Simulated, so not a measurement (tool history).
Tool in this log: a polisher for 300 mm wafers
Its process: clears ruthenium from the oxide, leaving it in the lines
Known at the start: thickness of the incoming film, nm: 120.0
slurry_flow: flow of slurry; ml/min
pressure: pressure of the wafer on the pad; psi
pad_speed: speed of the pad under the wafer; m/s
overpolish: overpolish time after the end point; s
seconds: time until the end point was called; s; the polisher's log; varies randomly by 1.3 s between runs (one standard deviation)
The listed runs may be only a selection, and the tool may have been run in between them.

Run 1, day 0.000: slurry_flow 170 ml/min, pressure 1.9 psi, pad_speed 0.80 m/s, overpolish 6 s. Result: seconds 121.190 s.
Run 2, day 0.029: slurry_flow 170 ml/min, pressure 2.2 psi, pad_speed 0.82 m/s, overpolish 6 s. Result: seconds 108.280 s.
Run 3, day 0.283: slurry_flow 170 ml/min, pressure 2.2 psi, pad_speed 0.92 m/s, overpolish 6 s. Result: seconds 97.523 s.
Run 4, day 0.612: slurry_flow 190 ml/min, pressure 2.2 psi, pad_speed 0.92 m/s, overpolish 6 s. Result: seconds 97.694 s.
Run 5, day 0.696: slurry_flow 170 ml/min, pressure 2.2 psi, pad_speed 0.92 m/s, overpolish 6 s. Result: seconds 97.337 s.
Run 6, day 0.888: slurry_flow 170 ml/min, pressure 2.2 psi, pad_speed 0.84 m/s, overpolish 6 s. Result: seconds 104.160 s.
Run 7, day 0.925: slurry_flow 170 ml/min, pressure 2.2 psi, pad_speed 0.84 m/s, overpolish 6 s. Result: seconds 99.576 s.
Run 8, day 1.275: slurry_flow 170 ml/min, pressure 2.4 psi, pad_speed 0.86 m/s, overpolish 6 s. Result: seconds 95.477 s.

What will run 9 give?
Run 9, day 1.412: slurry_flow 175 ml/min, pressure 3.0 psi, pad_speed 0.96 m/s, overpolish 6 s. Result: seconds ?.

{"run 9": {"seconds": 69.664}}
